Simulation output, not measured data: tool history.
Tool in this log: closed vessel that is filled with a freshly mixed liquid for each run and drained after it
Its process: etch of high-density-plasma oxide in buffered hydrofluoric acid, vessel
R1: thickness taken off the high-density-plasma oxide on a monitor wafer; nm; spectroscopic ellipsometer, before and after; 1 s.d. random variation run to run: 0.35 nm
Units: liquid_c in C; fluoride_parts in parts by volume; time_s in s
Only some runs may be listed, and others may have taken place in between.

Run 1, hour 0: liquid_c 21 C, fluoride_parts 10.5 parts by volume, time_s 85 s. Result: R1 97.201 nm.
Run 2, hour 6.6: liquid_c 20 C, fluoride_parts 10.5 parts by volume, time_s 85 s. Result: R1 92.525 nm.
Run 3, hour 11.8: liquid_c 20 C, fluoride_parts 9 parts by volume, time_s 85 s. Result: R1 104.46 nm.
Run 4, hour 15.2: liquid_c 20 C, fluoride_parts 9 parts by volume, time_s 95 s. Result: R1 115.51 nm.
Run 5, hour 22.5: liquid_c 20 C, fluoride_parts 9 parts by volume, time_s 95 s. Result: R1 115.92 nm.
Run 6, hour 30: liquid_c 20 C, fluoride_parts 6.5 parts by volume, time_s 95 s. Result: R1 161.2 nm.
Run 7, hour 36.3: liquid_c 19 C, fluoride_parts 8 parts by volume, time_s 95 s. Result: R1 124.02 nm.

Run 8 is up next; what results do you expect?
Run 8, hour 41.2: liquid_c 18.5 C, fluoride_parts 9 parts by volume, time_s 95 s. Result: R1 ?.

R1: 106.46 nm
